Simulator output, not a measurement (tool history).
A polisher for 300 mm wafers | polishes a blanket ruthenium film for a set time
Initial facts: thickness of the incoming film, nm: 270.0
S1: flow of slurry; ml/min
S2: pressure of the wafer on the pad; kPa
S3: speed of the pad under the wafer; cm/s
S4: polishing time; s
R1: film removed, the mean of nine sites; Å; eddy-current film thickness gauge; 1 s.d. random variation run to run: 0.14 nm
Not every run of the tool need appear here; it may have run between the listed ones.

{"run": 1, "hour": 0.0, "S1": 180, "S2": 11.7, "S3": 94, "S4": 34, "R1": 299.76}
{"run": 2, "hour": 7.7, "S1": 180, "S2": 13.1, "S3": 94, "S4": 34, "R1": 333.24}
{"run": 3, "hour": 11.7, "S1": 180, "S2": 11, "S3": 82, "S4": 33, "R1": 246.22}
{"run": 4, "hour": 20.7, "S1": 180, "S2": 11, "S3": 82, "S4": 34, "R1": 255.83}
{"run": 5, "hour": 24.8, "S1": 180, "S2": 9.7, "S3": 72, "S4": 33, "R1": 191.45}
{"run": 6, "hour": 31.3, "S1": 180, "S2": 8.3, "S3": 68, "S4": 33, "R1": 156.13}

For run 7, what comes out?
{"run": 7, "hour": 37.9, "S1": 175, "S2": 5.5, "S3": 62, "S4": 33, "R1": "?"}

Run 7 yielded R1 98.561 Å.
